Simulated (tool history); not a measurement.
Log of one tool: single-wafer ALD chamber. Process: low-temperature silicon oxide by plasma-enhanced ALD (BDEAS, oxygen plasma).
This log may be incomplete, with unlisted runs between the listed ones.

run    day  heater temperature setpoint (K)  number of ALD cycles (cycles)  mean film thickness on the monitor wafer (Å)
  1      0                           383.15                             27                                        35.846
  2    0.3                           387.15                             27                                        35.568
  3  0.354                           386.15                             28                                        36.973
  4  0.646                           380.15                             28                                        37.784
  5  0.871                           380.15                             29                                        38.704
  6  1.083                           387.15                             29                                        38.258
  7  1.388                           385.15                             29                                        38.231
  8  1.504                           383.15                             29                                        38.662
  9  1.804                           381.15                             29                                        38.499
 10  2.038                           380.15                             30                                        40.179
 11  2.404                           379.15                             30                                        40.128
 12  2.742                           378.15                             30                                        40.142
 13  2.842                           377.15                             30                                        40.295
 14  3.083                           376.15                             30                                         40.57

Forecast run 15:
 15  3.192                           375.15                             30                                             ?

mean film thickness on the monitor wafer (Å): 40.5
